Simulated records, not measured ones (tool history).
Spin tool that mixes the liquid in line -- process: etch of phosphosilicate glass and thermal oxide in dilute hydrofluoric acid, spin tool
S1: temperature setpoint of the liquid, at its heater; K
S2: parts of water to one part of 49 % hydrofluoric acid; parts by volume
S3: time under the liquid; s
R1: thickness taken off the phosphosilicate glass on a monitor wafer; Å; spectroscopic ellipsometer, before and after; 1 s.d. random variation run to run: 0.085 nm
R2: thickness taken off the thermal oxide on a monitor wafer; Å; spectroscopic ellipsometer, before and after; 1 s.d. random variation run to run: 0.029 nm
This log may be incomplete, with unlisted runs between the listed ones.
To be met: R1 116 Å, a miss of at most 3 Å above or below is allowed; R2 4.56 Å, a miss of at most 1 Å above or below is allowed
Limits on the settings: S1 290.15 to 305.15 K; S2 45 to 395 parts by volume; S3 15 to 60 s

run,day,S1,S2,S3,R1,R2
1,0,297.15,220,30,155.55,6.0262
2,0.029,297.15,295,30,105.48,3.6274
3,0.179,300.65,295,30,119.52,4.5961
4,0.429,303.65,295,30,132.2,4.851
5,0.633,301.15,295,30,122.57,4.8344
6,0.896,301.15,295,20,80.909,3.5146
7,1.129,301.65,290,20,84.851,3.6595
8,1.425,302.15,285,20,88.114,3.2893
9,1.642,302.65,280,20,90.84,3.6343
10,2.012,303.15,275,20,95.981,3.5974
11,2.329,303.15,270,20,97.653,3.6177
12,2.512,303.15,265,20,100.03,3.9388
13,2.596,303.15,260,20,102.55,4.2699
14,2.825,304.15,255,20,109.18,4.0129
15,2.975,304.15,250,20,110.65,4.3661

Next run, 5 choices. One meets every target within its allowed miss, the rest don't. Which?
A,3.125,304.65,245,20,?,?
B,3.125,305.15,395,40,?,?
C,3.125,301.65,335,35,?,?
D,3.125,305.15,390,40,?,?
E,3.125,305.15,325,30,?,?

move,R1,R2
A,115.38,4.4991
B,122.98,4.7954
C,121.22,4.7269
D,125.2,4.8822
E,120.86,4.7129
A: meets every target
B: takes the biggest miss from the last run beyond its target
C: takes the biggest miss from the last run beyond its target
D: takes the biggest miss from the last run beyond its target
E: takes the biggest miss from the last run beyond its target
The right move is A.
